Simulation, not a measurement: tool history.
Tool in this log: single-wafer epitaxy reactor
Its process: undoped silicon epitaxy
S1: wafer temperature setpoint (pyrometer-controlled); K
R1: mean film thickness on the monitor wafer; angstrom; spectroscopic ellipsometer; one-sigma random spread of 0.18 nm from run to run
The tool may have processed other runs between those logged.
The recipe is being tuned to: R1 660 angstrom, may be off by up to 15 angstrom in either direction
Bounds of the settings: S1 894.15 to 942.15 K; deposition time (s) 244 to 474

{"run": 1, "day": 0.0, "S1": 918.15, "deposition time (s)": 359, "R1": 538.93}
{"run": 2, "day": 0.229, "S1": 918.15, "deposition time (s)": 320, "R1": 481.54}
{"run": 3, "day": 0.321, "S1": 920.15, "deposition time (s)": 320, "R1": 497.88}
{"run": 4, "day": 0.6, "S1": 920.15, "deposition time (s)": 294, "R1": 458.96}
{"run": 5, "day": 0.804, "S1": 922.15, "deposition time (s)": 294, "R1": 477.84}
{"run": 6, "day": 1.025, "S1": 929.15, "deposition time (s)": 294, "R1": 545.67}
{"run": 7, "day": 1.321, "S1": 930.15, "deposition time (s)": 294, "R1": 556.99}
{"run": 8, "day": 1.608, "S1": 931.15, "deposition time (s)": 294, "R1": 567.21}
{"run": 9, "day": 1.733, "S1": 932.15, "deposition time (s)": 294, "R1": 576.1}
{"run": 10, "day": 1.825, "S1": 933.15, "deposition time (s)": 294, "R1": 586.63}
{"run": 11, "day": 1.904, "S1": 934.15, "deposition time (s)": 294, "R1": 600.38}
{"run": 12, "day": 2.054, "S1": 935.15, "deposition time (s)": 294, "R1": 609.65}
{"run": 13, "day": 2.212, "S1": 935.15, "deposition time (s)": 294, "R1": 611.55}
{"run": 14, "day": 2.421, "S1": 936.15, "deposition time (s)": 294, "R1": 624.83}

Which single option among these 4 for the next run brings every result within its allowed miss of target? Just one does.
{"run": "A", "day": 2.629, "S1": 942.15, "deposition time (s)": 281, "R1": "?"}
{"run": "B", "day": 2.629, "S1": 940.15, "deposition time (s)": 312, "R1": "?"}
{"run": "C", "day": 2.629, "S1": 942.15, "deposition time (s)": 294, "R1": "?"}
{"run": "D", "day": 2.629, "S1": 942.15, "deposition time (s)": 291, "R1": "?"}

move=A R1=667.15
move=B R1=713.76
move=C R1=698.01
move=D R1=690.89
A: every result lands within tolerance
B: moves the result that the last run missed by most past its target, out the other side
C: moves the result that the last run missed by most past its target, out the other side
D: moves the result that the last run missed by most past its target, out the other side
The right move is A.
